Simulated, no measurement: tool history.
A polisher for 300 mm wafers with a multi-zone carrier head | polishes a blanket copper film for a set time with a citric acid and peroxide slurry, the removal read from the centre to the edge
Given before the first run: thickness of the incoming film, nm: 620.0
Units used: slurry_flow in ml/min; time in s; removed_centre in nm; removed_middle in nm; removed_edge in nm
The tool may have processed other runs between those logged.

| run | hour | slurry_flow | centre_zone | middle_zone | edge_zone | slurry_solids | time | removed_centre | removed_middle | removed_edge |
|---|---|---|---|---|---|---|---|---|---|---|
| 1 | 0 | 315 | 1 | 1 | 1 | 1 | 88 | 133.41 | 135.69 | 139.96 |
| 2 | 1 | 315 | 1 | 0.91 | 1 | 1 | 88 | 134.98 | 124.67 | 139.01 |
| 3 | 7.8 | 255 | 1 | 0.91 | 1 | 1 | 88 | 131.21 | 121.83 | 137.11 |
| 4 | 11.3 | 270 | 1.01 | 0.97 | 1.02 | 1.1 | 90 | 141.85 | 135.03 | 147.83 |
| 5 | 12.9 | 270 | 1.01 | 0.9 | 1.02 | 1.1 | 90 | 138.12 | 130.2 | 145.68 |
| 6 | 15.6 | 270 | 1.01 | 0.9 | 0.95 | 1.1 | 90 | 138.99 | 125.5 | 140.8 |

The next listed run, before its measurement:
| 7 | 17.8 | 315 | 1.1 | 1 | 1.05 | 1.35 | 99 | ? | ? | ? |

removed_centre: 177.45 nm
removed_middle: 164.54 nm
removed_edge: 174.3 nm
